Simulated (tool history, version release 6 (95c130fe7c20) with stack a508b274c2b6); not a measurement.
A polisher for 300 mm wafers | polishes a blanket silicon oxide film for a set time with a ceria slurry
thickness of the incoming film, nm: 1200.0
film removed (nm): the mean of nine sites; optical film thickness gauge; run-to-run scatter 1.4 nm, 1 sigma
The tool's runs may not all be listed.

run  hour  flow of slurry (ml/min)  pressure of the wafer on the pad (kPa)  speed of the pad under the wafer (m/s)  polishing time (s)  film removed (nm)
  1     0                      255                                    17.2                                    0.94                  19             62.801
  2   7.8                      255                                    17.2                                    0.94                  17             55.973
  3  10.3                      255                                    17.2                                    0.94                  19             63.994
  4  13.1                      255                                    21.4                                    0.94                  19             77.843
  5  17.9                      255                                    21.4                                    0.76                  19             63.044
  6  22.2                      255                                    21.4                                    0.64                  19             53.885

The next listed run, before its measurement:
  7  24.4                      265                                    26.2                                     0.9                  19                  ?

{"run 7": {"film removed (nm)": 91.92}}

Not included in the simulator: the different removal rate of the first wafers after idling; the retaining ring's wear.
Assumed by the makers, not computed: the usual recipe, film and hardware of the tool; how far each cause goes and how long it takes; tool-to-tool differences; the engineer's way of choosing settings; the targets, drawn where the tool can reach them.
